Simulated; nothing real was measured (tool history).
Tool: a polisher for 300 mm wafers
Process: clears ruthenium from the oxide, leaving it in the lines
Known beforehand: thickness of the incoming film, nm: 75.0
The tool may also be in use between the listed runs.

run	hour	flow of slurry (ml/min)	pressure of the wafer on the pad (kPa)	speed of the pad under the wafer (cm/s)	overpolish time after the end point (s)	time until the end point was called (s)
1	0	235	11.7	88	8	91.32
2	7.4	235	11.7	100	8	80.228
3	8.6	235	11	100	8	85.61
4	12.3	235	10.3	100	8	91.735
5	16.1	235	10.3	100	6	89.999
6	20.7	235	9.7	100	6	95.816
7	21.5	235	9	100	6	104.17

What does the tool deliver on the next run?
8	25.8	235	8.3	100	6	?

{"run 8": {"time until the end point was called (s)": 112.51}}
